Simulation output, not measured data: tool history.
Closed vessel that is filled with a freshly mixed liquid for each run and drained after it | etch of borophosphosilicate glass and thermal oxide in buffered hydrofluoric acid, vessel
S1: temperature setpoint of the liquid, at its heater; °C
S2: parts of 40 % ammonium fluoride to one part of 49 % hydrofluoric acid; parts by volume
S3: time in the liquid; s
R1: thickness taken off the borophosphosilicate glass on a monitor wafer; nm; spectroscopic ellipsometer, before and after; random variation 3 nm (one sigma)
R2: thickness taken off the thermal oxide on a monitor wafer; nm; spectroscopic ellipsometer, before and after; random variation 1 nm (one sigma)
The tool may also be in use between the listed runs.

| run | hour | S1 | S2 | S3 | R1 | R2 |
|---|---|---|---|---|---|---|
| 1 | 0 | 21 | 7.5 | 60 | 194.49 | 84.43 |
| 2 | 2.8 | 23 | 7.5 | 60 | 215.33 | 95.866 |
| 3 | 10.1 | 25 | 7.5 | 60 | 239.49 | 105.81 |
| 4 | 17.8 | 25 | 6.5 | 60 | 276.74 | 122.88 |
| 5 | 26.5 | 25 | 5 | 60 | 350.72 | 155.51 |
| 6 | 30.6 | 25 | 5 | 45 | 259.32 | 113.45 |

Run 7 comes next. What will it give?
| 7 | 35.4 | 25 | 5 | 45 | ? | ? |

{"run 7": {"R1": 264.28, "R2": 114.21}}

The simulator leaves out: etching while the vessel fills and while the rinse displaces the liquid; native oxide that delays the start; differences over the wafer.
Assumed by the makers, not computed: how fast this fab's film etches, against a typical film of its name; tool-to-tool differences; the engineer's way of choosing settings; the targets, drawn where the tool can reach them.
